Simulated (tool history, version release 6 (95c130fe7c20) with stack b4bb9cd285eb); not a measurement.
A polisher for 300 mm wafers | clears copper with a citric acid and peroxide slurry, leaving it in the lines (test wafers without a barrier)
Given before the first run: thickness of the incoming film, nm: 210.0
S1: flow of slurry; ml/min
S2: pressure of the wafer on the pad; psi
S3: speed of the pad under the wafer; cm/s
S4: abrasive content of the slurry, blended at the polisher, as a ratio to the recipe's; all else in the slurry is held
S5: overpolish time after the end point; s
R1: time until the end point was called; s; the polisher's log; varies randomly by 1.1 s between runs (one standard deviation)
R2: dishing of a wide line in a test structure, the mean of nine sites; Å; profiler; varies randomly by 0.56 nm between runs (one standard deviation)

{"run": 1, "hour": 0.0, "S1": 240, "S2": 2.6, "S3": 88, "S4": 1.0, "S5": 14, "R1": 155.47, "R2": 149.42}
{"run": 2, "hour": 7.3, "S1": 240, "S2": 2.7, "S3": 88, "S4": 1.0, "S5": 15, "R1": 149.91, "R2": 165.31}
{"run": 3, "hour": 10.6, "S1": 240, "S2": 2.8, "S3": 88, "S4": 1.0, "S5": 16, "R1": 140.54, "R2": 183.75}
{"run": 4, "hour": 12.2, "S1": 240, "S2": 2.9, "S3": 88, "S4": 1.0, "S5": 17, "R1": 136.19, "R2": 197.8}
{"run": 5, "hour": 20.3, "S1": 240, "S2": 3.0, "S3": 88, "S4": 1.0, "S5": 18, "R1": 133.54, "R2": 214.51}
{"run": 6, "hour": 23.5, "S1": 240, "S2": 2.5, "S3": 88, "S4": 1.0, "S5": 18, "R1": 158.37, "R2": 184.0}
{"run": 7, "hour": 29.1, "S1": 240, "S2": 2.6, "S3": 88, "S4": 1.0, "S5": 18, "R1": 155.09, "R2": 191.74}
{"run": 8, "hour": 34.5, "S1": 240, "S2": 2.7, "S3": 88, "S4": 1.0, "S5": 18, "R1": 149.67, "R2": 201.99}

What will run 9 give?
{"run": 9, "hour": 40.1, "S1": 240, "S2": 2.8, "S3": 88, "S4": 1.0, "S5": 18, "R1": "?", "R2": "?"}

{"run 9": {"R1": 143.09, "R2": 206.2}}
